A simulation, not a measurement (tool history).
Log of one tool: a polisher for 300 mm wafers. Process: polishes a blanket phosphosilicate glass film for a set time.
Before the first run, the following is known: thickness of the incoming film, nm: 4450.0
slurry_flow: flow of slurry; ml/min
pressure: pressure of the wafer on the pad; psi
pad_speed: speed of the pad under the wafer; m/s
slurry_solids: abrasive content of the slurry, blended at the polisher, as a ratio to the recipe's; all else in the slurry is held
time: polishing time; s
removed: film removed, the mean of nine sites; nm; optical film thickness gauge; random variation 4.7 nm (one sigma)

run    day  slurry_flow  pressure  pad_speed  slurry_solids  time  removed
  1  0.000          260       3.3       1.04           1.00    38   328.18
  2  0.067          260       3.7       1.04           1.00    38   359.95
  3  0.425          260       3.7       1.04           1.00    34   323.78
  4  0.708          260       4.1       1.06           1.00    34   364.48
  5  0.867          260       4.4       1.08           1.00    34   391.77
  6  0.917          260       4.4       1.08           1.15    34   417.14

What will run 7 give?
  7  1.208          260       4.6       1.08           1.15    34        ?

{"run 7": {"removed": 427.91}}

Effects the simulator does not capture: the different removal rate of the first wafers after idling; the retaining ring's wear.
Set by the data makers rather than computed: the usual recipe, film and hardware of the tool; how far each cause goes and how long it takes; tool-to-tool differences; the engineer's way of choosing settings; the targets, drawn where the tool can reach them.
